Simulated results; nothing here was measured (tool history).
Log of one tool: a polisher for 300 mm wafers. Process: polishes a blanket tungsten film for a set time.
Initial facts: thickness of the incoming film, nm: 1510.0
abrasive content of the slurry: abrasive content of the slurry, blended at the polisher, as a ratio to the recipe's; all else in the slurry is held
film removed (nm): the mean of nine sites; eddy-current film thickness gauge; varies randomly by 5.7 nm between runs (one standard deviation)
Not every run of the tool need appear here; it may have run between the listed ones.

run	day	flow of slurry (ml/min)	pressure of the wafer on the pad (kPa)	speed of the pad under the wafer (m/s)	abrasive content of the slurry	polishing time (s)	film removed (nm)
1	0.000	150	26.2	1.04	1.00	86	431.14
2	0.358	150	26.2	0.88	1.00	86	369.86
3	0.533	150	26.2	0.88	1.00	86	367.19
4	0.646	155	28.3	0.88	1.00	86	392.79
5	0.696	155	28.3	0.66	1.00	86	298.24
6	0.954	155	28.3	0.66	1.00	91	320.91
7	1.162	155	29.6	0.70	1.00	91	346.65

Run 8 comes next. What will it give?
8	1.392	185	36.5	0.98	1.05	91	?

Run 8 gave film removed (nm) 617.49.

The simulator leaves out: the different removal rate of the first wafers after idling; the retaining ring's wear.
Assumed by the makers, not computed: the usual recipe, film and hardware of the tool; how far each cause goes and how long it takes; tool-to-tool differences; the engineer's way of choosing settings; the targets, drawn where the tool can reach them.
